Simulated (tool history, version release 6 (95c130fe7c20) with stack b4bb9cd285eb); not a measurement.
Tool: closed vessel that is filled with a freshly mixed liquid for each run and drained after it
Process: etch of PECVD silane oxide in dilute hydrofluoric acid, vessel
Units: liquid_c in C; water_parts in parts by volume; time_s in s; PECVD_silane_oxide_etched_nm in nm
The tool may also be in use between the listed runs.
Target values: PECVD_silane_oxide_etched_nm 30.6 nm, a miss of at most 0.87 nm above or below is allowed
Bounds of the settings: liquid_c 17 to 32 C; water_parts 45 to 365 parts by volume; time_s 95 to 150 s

run	hour	liquid_c	water_parts	time_s	PECVD_silane_oxide_etched_nm
1	0	24	205	150	13.06
2	9.2	24	205	150	12.997
3	13.6	26.5	170	150	17.811
4	22.8	26.5	210	150	13.876
5	24.6	28	175	150	18.174
6	26.4	28	175	95	11.641
7	30.7	28	130	110	19.002
8	33.5	28	105	110	24.429
9	37.8	28	95	110	27.155
10	44.8	28	90	110	29.094
11	46.8	27.5	90	110	28.313

Exercise: of the 5 proposed moves below, exactly one satisfies all targets within the stated allowed misses. Which move is it?
A	48.8	30	80	95	?
B	48.8	24.5	110	150	?
C	48.8	28	70	95	?
D	48.8	26	100	150	?
E	48.8	27	105	150	?

move	PECVD_silane_oxide_etched_nm
A	30.694
B	27.379
C	32.939
D	32.335
E	31.802
A: each result inside its tolerance
B: misses by more than the last run did
C: pushes the last run's worst result past its target
D: pushes the last run's worst result past its target
E: pushes the last run's worst result past its target
The move that meets every target is A.

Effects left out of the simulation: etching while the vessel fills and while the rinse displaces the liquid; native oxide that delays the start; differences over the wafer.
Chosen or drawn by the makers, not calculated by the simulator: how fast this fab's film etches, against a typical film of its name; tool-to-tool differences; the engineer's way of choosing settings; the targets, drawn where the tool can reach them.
